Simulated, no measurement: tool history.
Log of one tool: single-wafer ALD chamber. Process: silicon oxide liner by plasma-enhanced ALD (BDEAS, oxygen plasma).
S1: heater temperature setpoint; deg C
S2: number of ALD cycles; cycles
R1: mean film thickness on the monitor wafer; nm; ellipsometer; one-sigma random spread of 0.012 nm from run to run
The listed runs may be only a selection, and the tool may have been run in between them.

run 1 hour=0 | S1=325 S2=45 | R1=3.9931
run 2 hour=4.6 | S1=325 S2=42 | R1=3.7474
run 3 hour=11.4 | S1=325 S2=46 | R1=4.0886
run 4 hour=12.4 | S1=325 S2=51 | R1=4.5321
run 5 hour=21.3 | S1=324 S2=52 | R1=4.6416
run 6 hour=27.9 | S1=324 S2=58 | R1=5.1423
run 7 hour=36.3 | S1=324 S2=58 | R1=5.1379
run 8 hour=37.2 | S1=325 S2=57 | R1=5.0698

What will run 9 give?
run 9 hour=41.3 | S1=325 S2=56 | R1=?

{"run 9": {"R1": 4.9902}}
